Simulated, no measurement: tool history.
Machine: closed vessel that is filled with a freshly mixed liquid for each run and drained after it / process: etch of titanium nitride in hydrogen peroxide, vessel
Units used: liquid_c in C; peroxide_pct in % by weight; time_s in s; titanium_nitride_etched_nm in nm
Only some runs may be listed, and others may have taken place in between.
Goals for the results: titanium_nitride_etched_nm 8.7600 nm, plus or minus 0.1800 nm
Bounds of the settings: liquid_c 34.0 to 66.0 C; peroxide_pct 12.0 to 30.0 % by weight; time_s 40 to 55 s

run,hour,liquid_c,peroxide_pct,time_s,titanium_nitride_etched_nm
1,0.0,50.0,21.0,55,4.4344
2,6.7,50.0,21.0,40,3.2170
3,13.3,54.5,21.0,40,4.4326
4,16.6,56.0,21.0,40,4.8959
5,23.5,57.0,21.0,40,5.2826
6,24.4,58.0,21.0,40,5.6766
7,26.2,59.0,21.0,40,6.0707
8,29.7,59.5,21.0,40,6.2563

Which one of the following 4 next-run settings gets every result inside its allowed miss? There is exactly one.
A,33.2,53.0,23.0,40,?
B,33.2,62.5,22.0,55,?
C,33.2,60.5,16.5,55,?
D,33.2,56.5,24.0,40,?

move,titanium_nitride_etched_nm
A,4.0740
B,10.6760
C,8.7747
D,5.2561
A: misses by more than the last run did
B: takes the result that was furthest off past its target
C: each result inside its tolerance
D: misses by more than the last run did
Move C is the one to make.

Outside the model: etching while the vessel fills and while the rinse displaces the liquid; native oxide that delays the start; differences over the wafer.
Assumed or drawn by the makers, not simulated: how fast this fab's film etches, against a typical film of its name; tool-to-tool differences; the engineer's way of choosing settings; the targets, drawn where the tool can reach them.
